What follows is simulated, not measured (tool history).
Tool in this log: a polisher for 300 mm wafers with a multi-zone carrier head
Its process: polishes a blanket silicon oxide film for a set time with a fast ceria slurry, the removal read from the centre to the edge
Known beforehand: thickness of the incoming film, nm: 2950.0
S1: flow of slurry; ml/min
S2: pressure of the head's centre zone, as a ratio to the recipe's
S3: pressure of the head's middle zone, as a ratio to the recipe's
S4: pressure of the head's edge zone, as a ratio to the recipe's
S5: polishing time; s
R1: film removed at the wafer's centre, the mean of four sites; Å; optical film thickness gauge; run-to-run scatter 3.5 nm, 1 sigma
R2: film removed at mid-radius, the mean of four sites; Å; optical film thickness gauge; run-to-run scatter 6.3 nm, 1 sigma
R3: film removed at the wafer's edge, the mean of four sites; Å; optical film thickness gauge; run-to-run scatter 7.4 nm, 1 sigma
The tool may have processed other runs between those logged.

run	hour	S1	S2	S3	S4	S5	R1	R2	R3
1	0	235	1	1	1	58	8494.7	8618.2	8849.3
2	8.9	235	1	1	1	67	9948.8	9618.2	10019
3	10.6	235	0.96	1	1	67	9504	9650	9942.3
4	15.1	235	1	1	1	67	9917.8	9625.3	10007
5	21.2	230	1.02	0.98	0.96	58	8770.6	8103.4	8352.6
6	29.8	230	0.98	0.98	0.96	58	8355.3	8229.8	8438.1
7	31.1	225	0.98	0.96	0.93	53	7575.5	7280.6	7748.7
8	38.8	230	0.99	0.96	0.91	48	6992.4	6816.9	6711.5
9	45	235	0.98	0.94	0.89	45	6519.4	6248.8	6440.8
10	47.6	235	0.98	0.94	0.88	43	6201.1	5940.9	6165.4

Run 11 is up next; what results do you expect?
11	56.2	235	0.99	0.94	0.87	41	?	?	?

{"run 11": {"R1": 5971.9, "R2": 5799, "R3": 5656.5}}
